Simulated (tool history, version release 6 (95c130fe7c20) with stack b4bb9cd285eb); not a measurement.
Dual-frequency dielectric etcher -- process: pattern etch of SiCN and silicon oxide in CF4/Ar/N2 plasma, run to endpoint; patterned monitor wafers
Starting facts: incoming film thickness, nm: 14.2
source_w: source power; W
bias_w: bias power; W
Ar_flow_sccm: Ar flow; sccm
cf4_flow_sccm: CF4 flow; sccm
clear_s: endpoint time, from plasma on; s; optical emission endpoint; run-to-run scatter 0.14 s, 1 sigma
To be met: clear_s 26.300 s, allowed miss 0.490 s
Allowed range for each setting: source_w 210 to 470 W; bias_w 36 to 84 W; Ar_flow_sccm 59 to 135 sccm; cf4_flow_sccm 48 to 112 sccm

run,day,source_w,bias_w,Ar_flow_sccm,cf4_flow_sccm,clear_s
1,0.000,340,60,97,80,21.668
2,0.121,370,60,97,80,19.806
3,0.200,350,60,97,80,20.806
4,0.467,330,60,97,80,22.034
5,0.683,330,60,97,94,21.319
6,0.812,330,60,106,94,21.563
7,1.008,310,60,106,94,23.058
8,1.275,300,60,106,94,23.597
9,1.629,290,60,106,94,24.385
10,1.812,260,60,106,94,26.753

Below are 4 possible settings for the next run. Only one of them brings all results inside the allowed miss of their targets. Which is it?
A,1.996,250,65,109,93,?
B,1.996,270,64,111,80,?
C,1.996,240,71,100,94,?
D,1.996,290,58,133,112,?

move,clear_s
A,27.417
B,26.427
C,27.339
D,24.559
A: misses by more than the last run did
B: meets every target
C: misses by more than the last run did
D: carries the result that was furthest off beyond its target, to the other side
The right move is B.

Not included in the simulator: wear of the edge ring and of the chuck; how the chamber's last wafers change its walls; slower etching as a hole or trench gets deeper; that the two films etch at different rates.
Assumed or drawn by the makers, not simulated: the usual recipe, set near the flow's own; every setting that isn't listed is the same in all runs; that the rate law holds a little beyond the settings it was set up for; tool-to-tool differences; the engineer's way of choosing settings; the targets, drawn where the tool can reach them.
